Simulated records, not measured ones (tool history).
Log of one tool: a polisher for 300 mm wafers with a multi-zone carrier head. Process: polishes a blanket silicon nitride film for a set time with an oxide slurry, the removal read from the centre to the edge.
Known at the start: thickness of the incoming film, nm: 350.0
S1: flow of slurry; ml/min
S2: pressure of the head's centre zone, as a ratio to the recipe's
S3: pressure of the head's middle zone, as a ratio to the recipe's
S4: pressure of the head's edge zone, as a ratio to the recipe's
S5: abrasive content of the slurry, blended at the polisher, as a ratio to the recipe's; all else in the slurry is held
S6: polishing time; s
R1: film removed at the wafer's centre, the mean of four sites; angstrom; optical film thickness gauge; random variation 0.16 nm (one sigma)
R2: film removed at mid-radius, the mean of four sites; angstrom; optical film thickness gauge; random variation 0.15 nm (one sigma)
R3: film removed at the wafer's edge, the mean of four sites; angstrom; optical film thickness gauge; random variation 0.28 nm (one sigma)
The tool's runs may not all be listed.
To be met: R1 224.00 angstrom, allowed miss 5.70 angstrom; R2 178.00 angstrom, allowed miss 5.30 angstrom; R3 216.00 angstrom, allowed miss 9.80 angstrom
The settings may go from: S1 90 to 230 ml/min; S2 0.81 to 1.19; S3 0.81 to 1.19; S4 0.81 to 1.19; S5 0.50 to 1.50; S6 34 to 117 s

run  hour   S1    S2    S3    S4    S5  S6      R1      R2      R3
  1   0.0  150  1.00  1.00  1.00  1.00  75  253.65  252.21  253.65
  2   5.0  140  1.02  0.94  1.00  0.95  75  247.95  229.29  245.89
  3   8.6  105  1.02  0.94  1.00  0.95  75  236.46  219.11  234.42
  4  15.5  100  1.03  0.90  1.00  0.90  75  228.89  202.95  225.55
  5  20.6  100  1.04  0.87  1.00  0.90  75  230.66  198.62  225.74
  6  23.9  100  1.10  0.87  1.00  0.90  75  246.64  195.23  223.58
  7  28.5  100  1.09  0.85  1.01  0.90  75  242.89  192.86  227.45
  8  34.8  100  1.08  0.84  1.01  0.90  75  243.23  192.19  223.83

Which of these 5 next moves meets every target?
  A  41.1   95  1.11  0.85  1.08  0.90  69   ?   ?   ?
  B  41.1  105  1.08  0.81  1.07  0.75  86   ?   ?   ?
  C  41.1  135  1.08  0.93  1.00  1.00  66   ?   ?   ?
  D  41.1  105  1.00  0.83  1.06  0.75  87   ?   ?   ?
  E  41.1   90  1.06  0.87  0.99  0.85  76   ?   ?   ?

move      R1      R2      R3
   A  224.80  175.23  217.92
   B  241.18  185.52  237.66
   C  238.61  204.22  223.13
   D  225.81  191.50  239.24
   E  224.62  187.22  219.37
A: meets every target
B: nearer than the last run, and not there yet
C: further off than the last run
D: brings the result that was furthest off to its target, and leaves another outside
E: brings the result that was furthest off to its target, and leaves another outside
Move A is the one to make.

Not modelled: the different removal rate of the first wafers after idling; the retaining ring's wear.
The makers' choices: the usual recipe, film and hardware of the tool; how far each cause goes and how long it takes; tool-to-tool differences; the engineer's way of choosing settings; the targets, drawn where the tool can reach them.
